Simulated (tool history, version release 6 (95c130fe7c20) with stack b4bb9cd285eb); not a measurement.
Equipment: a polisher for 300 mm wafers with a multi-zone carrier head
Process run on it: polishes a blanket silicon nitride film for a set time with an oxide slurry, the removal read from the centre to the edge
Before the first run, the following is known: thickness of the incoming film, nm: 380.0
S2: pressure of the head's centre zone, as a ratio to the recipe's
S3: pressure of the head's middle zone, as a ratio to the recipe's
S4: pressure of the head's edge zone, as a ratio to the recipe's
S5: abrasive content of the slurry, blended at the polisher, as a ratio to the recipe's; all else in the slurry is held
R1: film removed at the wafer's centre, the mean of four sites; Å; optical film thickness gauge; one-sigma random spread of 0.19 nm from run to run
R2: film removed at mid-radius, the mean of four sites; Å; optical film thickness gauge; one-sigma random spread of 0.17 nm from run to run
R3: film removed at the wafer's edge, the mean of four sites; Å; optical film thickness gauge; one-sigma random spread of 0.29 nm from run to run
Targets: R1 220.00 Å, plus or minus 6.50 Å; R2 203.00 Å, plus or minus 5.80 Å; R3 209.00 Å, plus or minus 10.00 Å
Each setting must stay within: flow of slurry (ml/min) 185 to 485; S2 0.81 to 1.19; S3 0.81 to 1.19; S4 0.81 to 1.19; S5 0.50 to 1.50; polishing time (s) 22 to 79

{"run": 1, "hour": 0.0, "flow of slurry (ml/min)": 310, "S2": 1.0, "S3": 1.0, "S4": 1.0, "S5": 1.0, "polishing time (s)": 50, "R1": 320.43, "R2": 316.9, "R3": 326.24}
{"run": 2, "hour": 2.6, "flow of slurry (ml/min)": 310, "S2": 1.0, "S3": 0.99, "S4": 0.99, "S5": 0.95, "polishing time (s)": 49, "R1": 306.52, "R2": 301.77, "R3": 319.69}
{"run": 3, "hour": 6.3, "flow of slurry (ml/min)": 310, "S2": 1.0, "S3": 1.03, "S4": 0.99, "S5": 0.95, "polishing time (s)": 49, "R1": 301.38, "R2": 310.02, "R3": 309.05}
{"run": 4, "hour": 8.8, "flow of slurry (ml/min)": 350, "S2": 1.0, "S3": 1.03, "S4": 0.99, "S5": 0.95, "polishing time (s)": 49, "R1": 313.11, "R2": 314.03, "R3": 321.46}
{"run": 5, "hour": 17.8, "flow of slurry (ml/min)": 340, "S2": 1.01, "S3": 1.02, "S4": 0.98, "S5": 0.9, "polishing time (s)": 48, "R1": 297.22, "R2": 303.46, "R3": 302.81}
{"run": 6, "hour": 25.2, "flow of slurry (ml/min)": 340, "S2": 1.01, "S3": 1.02, "S4": 0.98, "S5": 0.95, "polishing time (s)": 48, "R1": 312.16, "R2": 307.64, "R3": 303.92}
{"run": 7, "hour": 29.6, "flow of slurry (ml/min)": 345, "S2": 1.01, "S3": 1.01, "S4": 0.97, "S5": 0.9, "polishing time (s)": 47, "R1": 295.17, "R2": 291.69, "R3": 295.88}
{"run": 8, "hour": 36.9, "flow of slurry (ml/min)": 340, "S2": 1.01, "S3": 1.0, "S4": 0.96, "S5": 0.85, "polishing time (s)": 46, "R1": 278.85, "R2": 272.18, "R3": 283.5}
{"run": 9, "hour": 43.0, "flow of slurry (ml/min)": 335, "S2": 1.02, "S3": 1.0, "S4": 0.95, "S5": 0.8, "polishing time (s)": 46, "R1": 272.64, "R2": 264.69, "R3": 273.68}
{"run": 10, "hour": 46.5, "flow of slurry (ml/min)": 330, "S2": 1.02, "S3": 1.0, "S4": 0.94, "S5": 0.75, "polishing time (s)": 46, "R1": 267.52, "R2": 263.29, "R3": 262.53}
{"run": 11, "hour": 52.7, "flow of slurry (ml/min)": 320, "S2": 1.02, "S3": 0.99, "S4": 0.93, "S5": 0.7, "polishing time (s)": 46, "R1": 260.53, "R2": 250.6, "R3": 244.87}
{"run": 12, "hour": 57.7, "flow of slurry (ml/min)": 310, "S2": 1.01, "S3": 0.98, "S4": 0.92, "S5": 0.7, "polishing time (s)": 46, "R1": 252.18, "R2": 247.82, "R3": 254.2}
{"run": 13, "hour": 64.8, "flow of slurry (ml/min)": 400, "S2": 1.03, "S3": 0.94, "S4": 0.93, "S5": 0.5, "polishing time (s)": 40, "R1": 199.76, "R2": 185.53, "R3": 190.92}
{"run": 14, "hour": 71.0, "flow of slurry (ml/min)": 400, "S2": 1.03, "S3": 0.94, "S4": 0.94, "S5": 0.5, "polishing time (s)": 40, "R1": 202.29, "R2": 185.72, "R3": 194.27}
{"run": 15, "hour": 75.5, "flow of slurry (ml/min)": 400, "S2": 1.03, "S3": 0.95, "S4": 0.95, "S5": 0.5, "polishing time (s)": 40, "R1": 197.64, "R2": 187.36, "R3": 198.37}
{"hour": 77.1, "done": "slurry nozzle cleaned"}
{"run": 16, "hour": 77.1, "flow of slurry (ml/min)": 400, "S2": 1.04, "S3": 0.96, "S4": 0.95, "S5": 0.5, "polishing time (s)": 40, "R1": 209.98, "R2": 195.77, "R3": 194.93}
{"run": 17, "hour": 85.6, "flow of slurry (ml/min)": 400, "S2": 1.04, "S3": 0.96, "S4": 0.96, "S5": 0.5, "polishing time (s)": 40, "R1": 207.26, "R2": 197.33, "R3": 196.72}

Next run, 4 choices. One meets every target within its allowed miss, the rest don't. Which?
{"run": "A", "hour": 94.1, "flow of slurry (ml/min)": 340, "S2": 0.88, "S3": 0.89, "S4": 1.04, "S5": 0.55, "polishing time (s)": 43, "R1": "?", "R2": "?", "R3": "?"}
{"run": "B", "hour": 94.1, "flow of slurry (ml/min)": 350, "S2": 1.07, "S3": 1.01, "S4": 1.0, "S5": 0.55, "polishing time (s)": 39, "R1": "?", "R2": "?", "R3": "?"}
{"run": "C", "hour": 94.1, "flow of slurry (ml/min)": 430, "S2": 1.04, "S3": 1.02, "S4": 0.97, "S5": 0.5, "polishing time (s)": 42, "R1": "?", "R2": "?", "R3": "?"}
{"run": "D", "hour": 94.1, "flow of slurry (ml/min)": 415, "S2": 0.94, "S3": 0.97, "S4": 1.04, "S5": 0.55, "polishing time (s)": 42, "R1": "?", "R2": "?", "R3": "?"}

move=A R1=200.25 R2=203.54 R3=229.28
move=B R1=221.86 R2=200.43 R3=204.25
move=C R1=225.80 R2=211.00 R3=209.88
move=D R1=212.44 R2=212.94 R3=226.24
A: its largest miss is bigger than the last run's
B: all results in spec
C: the furthest-off result lands on target, but another misses its tolerance
D: closes in on the targets versus the last run, not all within tolerance yet
The right move is B.
